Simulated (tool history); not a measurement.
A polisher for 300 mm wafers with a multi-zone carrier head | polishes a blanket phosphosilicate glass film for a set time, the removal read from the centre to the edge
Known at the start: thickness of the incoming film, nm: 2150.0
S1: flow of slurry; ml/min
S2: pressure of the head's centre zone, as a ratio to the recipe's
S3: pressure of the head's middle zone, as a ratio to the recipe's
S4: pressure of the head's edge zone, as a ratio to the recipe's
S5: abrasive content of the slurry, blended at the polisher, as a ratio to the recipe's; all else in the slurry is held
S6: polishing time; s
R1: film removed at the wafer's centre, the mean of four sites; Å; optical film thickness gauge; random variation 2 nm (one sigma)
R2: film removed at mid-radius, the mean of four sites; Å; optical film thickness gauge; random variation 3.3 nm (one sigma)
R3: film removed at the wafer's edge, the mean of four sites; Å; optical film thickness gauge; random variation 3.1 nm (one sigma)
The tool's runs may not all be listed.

run,hour,S1,S2,S3,S4,S5,S6,R1,R2,R3
1,0.0,195,1.00,1.00,1.00,1.00,85,4261.8,4158.7,4271.3
2,1.3,195,1.01,1.00,0.98,0.95,83,4072.0,3935.4,4053.1
3,8.3,160,1.01,1.00,0.98,0.95,83,3925.2,3762.1,3960.8
4,13.4,140,1.01,1.00,0.98,0.95,83,3816.8,3714.7,3768.1
5,14.2,140,1.04,1.00,0.98,0.95,83,3921.0,3627.7,3807.0
6,17.5,140,1.12,1.00,0.98,0.95,83,4224.5,3717.5,3893.6
7,25.7,140,1.12,1.00,0.96,0.90,82,4119.1,3521.2,3646.3
8,32.8,165,1.02,1.02,0.86,0.65,77,2998.7,2903.0,2844.6
9,35.2,160,1.03,1.02,0.85,0.65,77,2992.3,2842.9,2654.2
10,39.0,160,1.03,1.02,0.85,0.65,77,2996.2,2861.3,2762.4
11,41.3,155,1.03,1.02,0.85,0.65,77,2958.3,2867.2,2683.9
12,48.9,135,1.06,0.97,0.81,0.60,77,2765.7,2496.2,2471.0

Run 13 comes next. What will it give?
13,49.4,180,1.07,1.00,0.82,0.60,77,?,?,?

{"run 13": {"R1": 3002.4, "R2": 2689.0, "R3": 2562.7}}

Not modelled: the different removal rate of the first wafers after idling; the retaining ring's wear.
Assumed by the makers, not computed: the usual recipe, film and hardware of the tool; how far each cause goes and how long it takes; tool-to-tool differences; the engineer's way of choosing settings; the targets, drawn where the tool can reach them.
